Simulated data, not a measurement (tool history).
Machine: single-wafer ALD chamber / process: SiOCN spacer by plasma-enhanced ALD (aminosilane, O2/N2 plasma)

run  hour  heater temperature setpoint (°C)  number of ALD cycles (cycles)  mean film thickness on the monitor wafer (angstrom)
  1   0.0                               420                             46                                               26.759
  2   4.6                               428                             46                                               26.262
  3   8.0                               421                             46                                               26.842
  4  16.5                               417                             46                                               27.131
  5  24.4                               420                             43                                               25.067
  6  29.4                               422                             41                                               23.799
  7  37.8                               424                             39                                               22.450
  8  38.8                               426                             38                                               21.905
  9  41.6                               431                             34                                               19.083
 10  49.4                               430                             34                                               19.321
 11  54.6                               429                             34                                               19.231

Estimate the outcome of run 12 from the log above:
 12  58.1                               428                             34                                                    ?

Run 12 measured mean film thickness on the monitor wafer (angstrom) 19.334.
